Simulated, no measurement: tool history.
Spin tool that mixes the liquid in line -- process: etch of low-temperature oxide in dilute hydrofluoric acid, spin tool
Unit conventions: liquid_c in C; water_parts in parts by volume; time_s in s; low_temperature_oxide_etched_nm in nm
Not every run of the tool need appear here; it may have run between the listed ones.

run	hour	liquid_c	water_parts	time_s	low_temperature_oxide_etched_nm
1	0	22	220	100	13.983
2	3	21	245	100	11.61
3	5.4	20	265	100	10.317
4	11.4	20	265	80	8.1094
5	14.3	19.5	270	80	8.0442
6	16.1	19	280	80	7.372

Expected results for the next run?
7	19.7	19	280	80	?

Run 7 yielded low_temperature_oxide_etched_nm 7.5182 nm.
